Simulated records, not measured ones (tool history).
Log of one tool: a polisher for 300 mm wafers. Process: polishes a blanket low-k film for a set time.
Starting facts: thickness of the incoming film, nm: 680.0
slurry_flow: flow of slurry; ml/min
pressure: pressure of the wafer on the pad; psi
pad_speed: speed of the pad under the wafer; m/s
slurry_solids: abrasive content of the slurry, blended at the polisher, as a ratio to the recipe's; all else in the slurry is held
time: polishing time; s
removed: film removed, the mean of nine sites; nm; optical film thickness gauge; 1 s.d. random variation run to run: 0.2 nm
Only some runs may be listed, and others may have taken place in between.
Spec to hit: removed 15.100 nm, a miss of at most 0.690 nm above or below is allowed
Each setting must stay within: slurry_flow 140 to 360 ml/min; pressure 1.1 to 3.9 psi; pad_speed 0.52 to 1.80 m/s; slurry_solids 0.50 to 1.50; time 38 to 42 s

{"run": 1, "day": 0.0, "slurry_flow": 230, "pressure": 2.5, "pad_speed": 1.16, "slurry_solids": 1.0, "time": 42, "removed": 26.884}
{"run": 2, "day": 0.296, "slurry_flow": 230, "pressure": 2.0, "pad_speed": 1.16, "slurry_solids": 1.0, "time": 42, "removed": 21.428}
{"run": 3, "day": 0.496, "slurry_flow": 230, "pressure": 1.8, "pad_speed": 1.16, "slurry_solids": 1.0, "time": 42, "removed": 19.475}
{"run": 4, "day": 0.65, "slurry_flow": 230, "pressure": 1.7, "pad_speed": 1.16, "slurry_solids": 1.0, "time": 42, "removed": 18.591}
{"run": 5, "day": 0.771, "slurry_flow": 230, "pressure": 1.7, "pad_speed": 1.26, "slurry_solids": 1.0, "time": 42, "removed": 19.64}
{"run": 6, "day": 0.833, "slurry_flow": 230, "pressure": 2.2, "pad_speed": 1.26, "slurry_solids": 1.0, "time": 42, "removed": 25.409}
{"run": 7, "day": 0.967, "slurry_flow": 230, "pressure": 1.9, "pad_speed": 1.26, "slurry_solids": 1.0, "time": 42, "removed": 22.079}
{"run": 8, "day": 1.083, "slurry_flow": 230, "pressure": 1.7, "pad_speed": 1.26, "slurry_solids": 1.0, "time": 42, "removed": 19.536}
{"run": 9, "day": 1.429, "slurry_flow": 230, "pressure": 1.6, "pad_speed": 1.26, "slurry_solids": 1.0, "time": 42, "removed": 18.299}
{"run": 10, "day": 1.471, "slurry_flow": 230, "pressure": 1.5, "pad_speed": 1.26, "slurry_solids": 1.0, "time": 42, "removed": 17.453}
{"run": 11, "day": 1.75, "slurry_flow": 230, "pressure": 1.4, "pad_speed": 1.26, "slurry_solids": 1.0, "time": 42, "removed": 16.16}

Which one of the following 4 next-run settings gets every result inside its allowed miss? There is exactly one.
{"run": "A", "day": 2.029, "slurry_flow": 180, "pressure": 1.4, "pad_speed": 1.04, "slurry_solids": 1.0, "time": 41, "removed": "?"}
{"run": "B", "day": 2.029, "slurry_flow": 175, "pressure": 1.9, "pad_speed": 0.94, "slurry_solids": 0.9, "time": 40, "removed": "?"}
{"run": "C", "day": 2.029, "slurry_flow": 160, "pressure": 1.3, "pad_speed": 1.8, "slurry_solids": 0.85, "time": 42, "removed": "?"}
{"run": "D", "day": 2.029, "slurry_flow": 230, "pressure": 1.2, "pad_speed": 1.36, "slurry_solids": 1.0, "time": 39, "removed": "?"}

move=A removed=13.722
move=B removed=15.663
move=C removed=17.874
move=D removed=14.161
A: takes the biggest miss from the last run beyond its target
B: hits every target within its allowed miss
C: its largest miss is bigger than the last run's
D: takes the biggest miss from the last run beyond its target
Correct choice: B, which meets every target
